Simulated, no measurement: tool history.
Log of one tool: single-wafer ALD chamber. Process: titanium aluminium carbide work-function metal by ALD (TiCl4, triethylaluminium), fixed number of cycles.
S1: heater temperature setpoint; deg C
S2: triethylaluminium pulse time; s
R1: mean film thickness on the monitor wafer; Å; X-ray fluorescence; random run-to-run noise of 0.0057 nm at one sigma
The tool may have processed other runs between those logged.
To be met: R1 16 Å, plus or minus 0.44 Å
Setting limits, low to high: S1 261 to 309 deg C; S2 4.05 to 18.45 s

Run 1, day 0: S1 285 deg C, S2 11.25 s. Result: R1 18.124 Å.
Run 2, day 0.196: S1 281 deg C, S2 10.7 s. Result: R1 17.842 Å.
Run 3, day 0.279: S1 278 deg C, S2 9.85 s. Result: R1 17.521 Å.
Run 4, day 0.412: S1 274 deg C, S2 9.85 s. Result: R1 17.218 Å.
Run 5, day 0.467: S1 279 deg C, S2 9.85 s. Result: R1 17.501 Å.
Run 6, day 0.821: S1 276 deg C, S2 9.25 s. Result: R1 17.237 Å.
Run 7, day 1.175: S1 276 deg C, S2 9.25 s. Result: R1 17.194 Å.
Run 8, day 1.358: S1 276 deg C, S2 9.25 s. Result: R1 17.211 Å.
Run 9, day 1.704: S1 274 deg C, S2 8.81 s. Result: R1 17.021 Å.
Run 10, day 1.988: S1 272 deg C, S2 8.45 s. Result: R1 16.741 Å.
Run 11, day 2.092: S1 271 deg C, S2 8.22 s. Result: R1 16.643 Å.

Exercise: of the 4 proposed moves below, exactly one satisfies all targets within the stated allowed misses. Which move is it?
Run A, day 2.196: S1 288 deg C, S2 11.98 s. Result: R1 ?.
Run B, day 2.196: S1 268 deg C, S2 5.43 s. Result: R1 ?.
Run C, day 2.196: S1 276 deg C, S2 8.89 s. Result: R1 ?.
Run D, day 2.196: S1 267 deg C, S2 11.09 s. Result: R1 ?.

move      R1
   A  18.467
   B  15.914
   C  17.256
   D  16.863
A: the biggest miss grows against the last run
B: every result within its allowed miss
C: the biggest miss grows against the last run
D: the biggest miss grows against the last run
B is the move that brings every result within its allowed miss.

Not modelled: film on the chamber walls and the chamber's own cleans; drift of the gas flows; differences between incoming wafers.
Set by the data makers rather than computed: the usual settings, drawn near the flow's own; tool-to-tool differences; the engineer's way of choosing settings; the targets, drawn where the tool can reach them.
